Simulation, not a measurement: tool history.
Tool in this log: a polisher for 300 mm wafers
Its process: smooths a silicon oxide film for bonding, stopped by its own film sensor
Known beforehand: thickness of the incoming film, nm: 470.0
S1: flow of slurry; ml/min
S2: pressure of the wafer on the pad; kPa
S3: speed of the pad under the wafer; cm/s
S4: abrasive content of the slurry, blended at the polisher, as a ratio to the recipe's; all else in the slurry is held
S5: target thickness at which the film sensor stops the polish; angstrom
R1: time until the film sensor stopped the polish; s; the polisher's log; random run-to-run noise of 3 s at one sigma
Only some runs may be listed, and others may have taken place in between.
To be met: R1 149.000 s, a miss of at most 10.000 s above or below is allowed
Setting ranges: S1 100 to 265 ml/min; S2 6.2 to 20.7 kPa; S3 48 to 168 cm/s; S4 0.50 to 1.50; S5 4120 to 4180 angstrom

{"run": 1, "day": 0.0, "S1": 170, "S2": 13.1, "S3": 108, "S4": 1.0, "S5": 4120, "R1": 90.579}
{"run": 2, "day": 0.171, "S1": 170, "S2": 13.1, "S3": 108, "S4": 1.0, "S5": 4180, "R1": 83.746}
{"run": 3, "day": 0.529, "S1": 170, "S2": 11.7, "S3": 106, "S4": 1.0, "S5": 4180, "R1": 91.335}
{"run": 4, "day": 0.738, "S1": 205, "S2": 11.7, "S3": 106, "S4": 1.0, "S5": 4180, "R1": 91.633}
{"run": 5, "day": 1.017, "S1": 205, "S2": 11.7, "S3": 82, "S4": 1.0, "S5": 4180, "R1": 113.68}
{"run": 6, "day": 1.362, "S1": 205, "S2": 11.0, "S3": 80, "S4": 1.0, "S5": 4180, "R1": 120.82}
{"run": 7, "day": 1.479, "S1": 205, "S2": 10.3, "S3": 80, "S4": 1.0, "S5": 4180, "R1": 129.15}
{"run": 8, "day": 1.717, "S1": 205, "S2": 9.7, "S3": 80, "S4": 1.0, "S5": 4180, "R1": 143.12}

Of the 5 settings listed for the next run, only one would bring every result within its allowed miss of target. Which one?
{"run": "A", "day": 1.954, "S1": 230, "S2": 11.7, "S3": 78, "S4": 0.9, "S5": 4140, "R1": "?"}
{"run": "B", "day": 1.954, "S1": 190, "S2": 9.7, "S3": 74, "S4": 1.05, "S5": 4150, "R1": "?"}
{"run": "C", "day": 1.954, "S1": 205, "S2": 9.0, "S3": 94, "S4": 1.05, "S5": 4170, "R1": "?"}
{"run": "D", "day": 1.954, "S1": 195, "S2": 9.0, "S3": 74, "S4": 1.0, "S5": 4130, "R1": "?"}
{"run": "E", "day": 1.954, "S1": 195, "S2": 8.3, "S3": 100, "S4": 1.2, "S5": 4170, "R1": "?"}

move=A R1=134.140
move=B R1=158.930
move=C R1=134.310
move=D R1=179.850
move=E R1=131.600
A: the biggest miss grows against the last run
B: in spec on every target
C: the biggest miss grows against the last run
D: takes the result that was furthest off past its target
E: the biggest miss grows against the last run
The right move is B.
